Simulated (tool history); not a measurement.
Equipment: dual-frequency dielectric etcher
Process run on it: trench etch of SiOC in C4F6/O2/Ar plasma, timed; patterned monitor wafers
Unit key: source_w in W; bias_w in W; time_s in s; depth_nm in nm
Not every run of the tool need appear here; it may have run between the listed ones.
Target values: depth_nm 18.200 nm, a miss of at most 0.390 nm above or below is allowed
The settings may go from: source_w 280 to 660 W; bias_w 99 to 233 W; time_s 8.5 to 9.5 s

Run 1, hour 0.0: source_w 470 W, bias_w 166 W, time_s 9.5 s. Result: depth_nm 20.186 nm.
Run 2, hour 2.3: source_w 450 W, bias_w 164 W, time_s 9.5 s. Result: depth_nm 20.302 nm.
Run 3, hour 8.9: source_w 440 W, bias_w 156 W, time_s 9.5 s. Result: depth_nm 19.866 nm.
Run 4, hour 10.9: source_w 500 W, bias_w 156 W, time_s 9.5 s. Result: depth_nm 20.401 nm.
Run 5, hour 12.0: source_w 500 W, bias_w 173 W, time_s 9.5 s. Result: depth_nm 21.134 nm.
Run 6, hour 16.2: source_w 470 W, bias_w 168 W, time_s 9.5 s. Result: depth_nm 20.487 nm.
Run 7, hour 17.3: source_w 440 W, bias_w 163 W, time_s 9.5 s. Result: depth_nm 19.947 nm.
Run 8, hour 18.3: source_w 440 W, bias_w 163 W, time_s 9.5 s. Result: depth_nm 19.976 nm.
Run 9, hour 20.7: source_w 420 W, bias_w 160 W, time_s 9.5 s. Result: depth_nm 19.490 nm.
Run 10, hour 26.5: source_w 410 W, bias_w 158 W, time_s 9.5 s. Result: depth_nm 19.238 nm.
Run 11, hour 28.6: source_w 400 W, bias_w 157 W, time_s 9.5 s. Result: depth_nm 19.294 nm.
Run 12, hour 34.5: source_w 390 W, bias_w 155 W, time_s 9.5 s. Result: depth_nm 19.054 nm.
Run 13, hour 36.1: source_w 380 W, bias_w 154 W, time_s 9.5 s. Result: depth_nm 19.215 nm.
Run 14, hour 38.0: source_w 370 W, bias_w 151 W, time_s 9.5 s. Result: depth_nm 18.638 nm.

Below are 5 possible settings for the next run. Only one of them brings all results inside the allowed miss of their targets. Which is it?
Run A, hour 39.9: source_w 360 W, bias_w 168 W, time_s 9.5 s. Result: depth_nm ?.
Run B, hour 39.9: source_w 390 W, bias_w 165 W, time_s 9.5 s. Result: depth_nm ?.
Run C, hour 39.9: source_w 340 W, bias_w 176 W, time_s 9.0 s. Result: depth_nm ?.
Run D, hour 39.9: source_w 420 W, bias_w 151 W, time_s 9.5 s. Result: depth_nm ?.
Run E, hour 39.9: source_w 340 W, bias_w 155 W, time_s 9.0 s. Result: depth_nm ?.

move  depth_nm
   A    19.255
   B    19.565
   C    18.206
   D    19.503
   E    17.603
A: further off than the last run
B: further off than the last run
C: every result within its allowed miss
D: further off than the last run
E: takes the biggest miss from the last run beyond its target
C meets every target.
